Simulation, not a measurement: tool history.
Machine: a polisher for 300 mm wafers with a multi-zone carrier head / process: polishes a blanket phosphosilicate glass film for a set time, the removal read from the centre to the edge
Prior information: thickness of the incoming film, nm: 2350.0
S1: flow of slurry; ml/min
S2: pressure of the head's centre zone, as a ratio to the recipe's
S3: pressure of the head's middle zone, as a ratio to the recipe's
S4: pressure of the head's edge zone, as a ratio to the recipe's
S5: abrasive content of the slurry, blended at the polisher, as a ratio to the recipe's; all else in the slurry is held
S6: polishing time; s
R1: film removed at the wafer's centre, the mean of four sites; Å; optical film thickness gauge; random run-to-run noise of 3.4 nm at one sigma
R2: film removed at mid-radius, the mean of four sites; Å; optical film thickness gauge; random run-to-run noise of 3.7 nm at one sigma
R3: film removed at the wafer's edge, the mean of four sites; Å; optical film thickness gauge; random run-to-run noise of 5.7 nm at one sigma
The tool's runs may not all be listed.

run	hour	S1	S2	S3	S4	S5	S6	R1	R2	R3
1	0.0	280	1.00	1.00	1.00	1.00	82	6284.9	6121.6	6226.0
2	6.4	330	1.00	1.00	1.00	1.00	82	6375.2	6086.3	6252.1
3	7.7	330	0.98	0.98	1.00	0.95	81	6078.0	5827.2	6185.9
4	13.2	330	1.01	0.98	1.00	0.95	81	6267.3	5864.5	6132.4
5	18.3	270	1.01	0.98	1.00	0.95	81	6114.3	5856.8	5966.8
6	21.9	270	1.07	0.98	1.00	0.95	81	6510.3	5745.2	5948.3
7	29.5	270	1.05	0.97	1.01	0.90	80	6239.9	5432.7	5903.5
8	32.1	270	1.03	0.96	1.00	0.85	79	5820.8	5331.5	5497.0
9	39.6	275	1.01	0.95	1.01	0.80	78	5535.4	5021.1	5510.2
10	44.1	275	0.99	0.94	1.00	0.75	78	5299.8	4942.0	5264.9
11	52.2	275	0.97	0.93	1.00	0.70	78	5072.4	4764.3	5149.7

Forecast run 12:
12	54.5	275	0.95	0.92	1.00	0.70	78	?	?	?

{"run 12": {"R1": 4942.0, "R2": 4622.0, "R3": 5127.2}}

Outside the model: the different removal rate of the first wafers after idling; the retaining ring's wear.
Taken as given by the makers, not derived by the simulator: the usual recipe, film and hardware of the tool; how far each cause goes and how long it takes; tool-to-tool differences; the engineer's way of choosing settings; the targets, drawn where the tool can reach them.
